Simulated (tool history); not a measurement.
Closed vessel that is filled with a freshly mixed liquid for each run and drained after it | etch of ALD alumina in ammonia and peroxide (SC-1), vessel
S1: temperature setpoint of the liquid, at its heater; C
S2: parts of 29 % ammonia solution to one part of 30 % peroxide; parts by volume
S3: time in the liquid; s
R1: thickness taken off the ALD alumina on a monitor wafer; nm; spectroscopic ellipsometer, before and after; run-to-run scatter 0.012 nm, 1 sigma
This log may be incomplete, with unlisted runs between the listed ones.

run  hour    S1    S2  S3      R1
  1   0.0  52.0  0.95  30  2.0175
  2   4.0  54.5  0.95  30  2.3010
  3  12.1  52.5  0.95  30  2.0572
  4  13.7  51.0  0.95  30  1.9105
  5  22.4  44.5  0.95  30  1.3314
  6  29.0  44.5  1.05  30  1.3333

Expected results for the next run?
  7  31.5  45.0  1.05  30   ?

Run 7 came out at R1 1.3968 nm.
